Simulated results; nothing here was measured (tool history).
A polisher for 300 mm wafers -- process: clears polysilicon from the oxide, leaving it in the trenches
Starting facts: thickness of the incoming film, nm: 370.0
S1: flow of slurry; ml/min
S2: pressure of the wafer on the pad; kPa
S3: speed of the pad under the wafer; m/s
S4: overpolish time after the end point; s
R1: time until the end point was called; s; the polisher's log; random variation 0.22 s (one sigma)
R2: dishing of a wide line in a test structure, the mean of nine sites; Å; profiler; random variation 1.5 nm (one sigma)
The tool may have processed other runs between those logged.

run  hour   S1    S2    S3  S4      R1      R2
  1   0.0  145  21.4  0.88  29  32.015  678.78
  2   5.1  145  23.4  0.88  29  29.606  712.70
  3  13.3  145  23.4  0.88  20  29.564  643.57
  4  16.5  180  23.4  0.88  20  28.741  650.26
  5  24.8  180  24.1  0.88  20  28.654  655.73
  6  30.0  180  24.8  0.88  20  27.971  696.95
  7  37.0  175  24.8  0.90  19  27.021  682.23
  8  42.8  175  24.8  0.90  18  27.574  650.85

Predict the results of run 9:
  9  43.5  185  30.3  0.92  23   ?   ?

R1: 23.143 s
R2: 680.15 Å
